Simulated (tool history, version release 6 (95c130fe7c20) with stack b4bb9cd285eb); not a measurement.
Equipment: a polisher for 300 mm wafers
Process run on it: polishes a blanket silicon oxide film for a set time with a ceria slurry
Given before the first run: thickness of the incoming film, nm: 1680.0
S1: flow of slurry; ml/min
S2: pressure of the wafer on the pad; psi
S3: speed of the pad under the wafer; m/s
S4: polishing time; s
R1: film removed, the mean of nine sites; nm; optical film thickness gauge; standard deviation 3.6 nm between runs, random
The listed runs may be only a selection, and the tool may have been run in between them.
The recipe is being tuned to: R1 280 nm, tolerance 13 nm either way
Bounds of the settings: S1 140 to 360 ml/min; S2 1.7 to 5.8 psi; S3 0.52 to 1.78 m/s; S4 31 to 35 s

run 1 hour=0 | S1=230 S2=3.7 S3=1.14 S4=35 | R1=205.27
run 2 hour=6.4 | S1=230 S2=4.1 S3=1.14 S4=35 | R1=230.05
run 3 hour=15.4 | S1=230 S2=3.2 S3=1.14 S4=35 | R1=180.08
run 4 hour=17.8 | S1=230 S2=3.2 S3=1.34 S4=35 | R1=200.27
run 5 hour=20.1 | S1=230 S2=3.6 S3=1.36 S4=35 | R1=228.44
run 6 hour=27.8 | S1=230 S2=3.6 S3=1.08 S4=35 | R1=194.85
run 7 hour=32.4 | S1=230 S2=4 S3=1.1 S4=35 | R1=219.29
run 8 hour=34.6 | S1=230 S2=4.3 S3=1.1 S4=35 | R1=228.47

Next run, 4 choices. One meets every target within its allowed miss, the rest don't. Which?
run A hour=36.8 | S1=260 S2=4.9 S3=1.3 S4=35 | R1=?
run B hour=36.8 | S1=220 S2=4.4 S3=1.12 S4=33 | R1=?
run C hour=36.8 | S1=250 S2=4.7 S3=1.26 S4=35 | R1=?
run D hour=36.8 | S1=255 S2=4.4 S3=1.54 S4=35 | R1=?

move=A R1=302.48
move=B R1=226
move=C R1=282.59
move=D R1=308.55
A: pushes the last run's worst result past its target
B: just as far off the targets as the last run
C: each result inside its tolerance
D: pushes the last run's worst result past its target
Go with C: it meets all targets.
